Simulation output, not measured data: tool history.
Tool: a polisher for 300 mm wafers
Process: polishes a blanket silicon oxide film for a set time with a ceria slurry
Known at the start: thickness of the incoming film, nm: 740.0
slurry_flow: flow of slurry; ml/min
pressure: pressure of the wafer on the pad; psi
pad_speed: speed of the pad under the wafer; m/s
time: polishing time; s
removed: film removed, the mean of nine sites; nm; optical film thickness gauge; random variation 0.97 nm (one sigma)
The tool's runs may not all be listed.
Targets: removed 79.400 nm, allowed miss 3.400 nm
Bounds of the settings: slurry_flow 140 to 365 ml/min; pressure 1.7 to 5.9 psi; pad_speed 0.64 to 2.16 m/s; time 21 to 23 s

run    day  slurry_flow  pressure  pad_speed  time  removed
  1  0.000          235       3.8       1.40    23  168.160
  2  0.179          200       3.8       1.40    23  161.850
  3  0.483          200       3.8       1.70    23  192.460
  4  0.567          195       3.3       1.58    23  153.950
  5  0.912          190       2.9       1.52    23  134.890
  6  1.138          185       2.6       1.44    23  114.060
  7  1.483          180       2.4       1.40    23  102.960
  8  1.712          175       2.2       1.38    23   93.267
  9  1.988          170       2.1       1.38    23   89.917
 10  2.008          165       2.0       1.38    23   86.228
 11  2.217          165       1.7       1.38    23   71.797

4 next moves are on the table. One of them brings every result within its allowed miss. Which?
  A  2.425          300       2.2       0.98    23        ?
  B  2.425          190       1.8       1.38    21        ?
  C  2.425          180       2.0       0.96    21        ?
  D  2.425          140       2.2       0.76    23        ?

move  removed
   A   79.838
   B   71.750
   C   61.744
   D   61.486
A: meets every target
B: as far off as the last run
C: further off than the last run
D: further off than the last run
Answer: A
